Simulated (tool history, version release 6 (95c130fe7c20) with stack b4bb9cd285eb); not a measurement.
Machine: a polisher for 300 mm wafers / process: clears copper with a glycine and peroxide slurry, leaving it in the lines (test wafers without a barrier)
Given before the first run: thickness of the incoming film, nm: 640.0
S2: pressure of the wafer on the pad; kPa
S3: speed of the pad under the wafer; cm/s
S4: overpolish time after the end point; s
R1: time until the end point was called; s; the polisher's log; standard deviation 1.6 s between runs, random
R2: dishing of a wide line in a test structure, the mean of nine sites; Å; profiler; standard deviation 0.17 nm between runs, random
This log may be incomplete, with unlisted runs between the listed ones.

Run 1, hour 0: flow of slurry (ml/min) 135, S2 22.1 kPa, S3 122 cm/s, S4 10 s. Result: R1 75.996 s, R2 434.23 Å.
Run 2, hour 0.6: flow of slurry (ml/min) 115, S2 17.9 kPa, S3 124 cm/s, S4 8 s. Result: R1 90.099 s, R2 319.66 Å.
Run 3, hour 8.8: flow of slurry (ml/min) 105, S2 15.2 kPa, S3 126 cm/s, S4 6 s. Result: R1 104.68 s, R2 228.3 Å.
Run 4, hour 9.7: flow of slurry (ml/min) 105, S2 15.2 kPa, S3 98 cm/s, S4 6 s. Result: R1 122.45 s, R2 199.1 Å.
Run 5, hour 14.3: flow of slurry (ml/min) 95, S2 15.2 kPa, S3 102 cm/s, S4 5 s. Result: R1 117.68 s, R2 167.13 Å.
Run 6, hour 21.9: flow of slurry (ml/min) 90, S2 17.2 kPa, S3 98 cm/s, S4 4 s. Result: R1 114.89 s, R2 144.76 Å.
Run 7, hour 29.9: flow of slurry (ml/min) 90, S2 19.3 kPa, S3 96 cm/s, S4 4 s. Result: R1 109.19 s, R2 157.8 Å.

Expected results for the next run?
Run 8, hour 35.1: flow of slurry (ml/min) 85, S2 23.4 kPa, S3 82 cm/s, S4 4 s. Result: R1 ?, R2 ?.

Run 8 yielded R1 102.72 s, R2 156.7 Å.
